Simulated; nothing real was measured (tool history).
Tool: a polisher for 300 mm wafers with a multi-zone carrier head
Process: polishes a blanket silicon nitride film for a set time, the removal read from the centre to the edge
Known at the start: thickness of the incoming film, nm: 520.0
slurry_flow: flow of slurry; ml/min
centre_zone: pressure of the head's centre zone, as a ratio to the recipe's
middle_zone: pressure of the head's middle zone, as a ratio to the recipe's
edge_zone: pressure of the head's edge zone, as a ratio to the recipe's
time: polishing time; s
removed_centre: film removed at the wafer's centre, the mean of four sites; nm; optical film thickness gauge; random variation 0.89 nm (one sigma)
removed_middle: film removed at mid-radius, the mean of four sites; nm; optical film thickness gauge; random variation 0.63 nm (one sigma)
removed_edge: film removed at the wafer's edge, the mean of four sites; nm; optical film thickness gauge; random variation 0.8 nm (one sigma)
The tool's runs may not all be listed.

run	hour	slurry_flow	centre_zone	middle_zone	edge_zone	time	removed_centre	removed_middle	removed_edge
1	0	225	1	1	1	38	55.87	56.838	57.167
2	8.6	175	1	1	1	38	54.243	54.274	56.789
3	9.7	175	1	1.08	1	38	54.712	57.753	57.143
4	17	175	1	1.14	1	38	55.001	60.434	56.04
5	19.8	175	1	1.19	1	38	54.875	64.082	56.008
6	20.6	175	1	1.19	1.07	38	54.134	63.426	56.949
7	23.1	180	1.04	1.15	1.09	41	61.171	66.847	61.595
8	25.8	180	1.07	1.11	1.1	43	65.39	67.739	67.331
9	34.3	195	1.11	1.1	1.1	44	72.828	68.486	68.782
10	38.7	200	1.12	1.09	1.12	45	73.739	71.236	71.906

Run 11 comes next. What will it give?
11	44.7	205	1.14	1.08	1.13	45	?	?	?

removed_centre: 75.446 nm
removed_middle: 71.281 nm
removed_edge: 70.659 nm
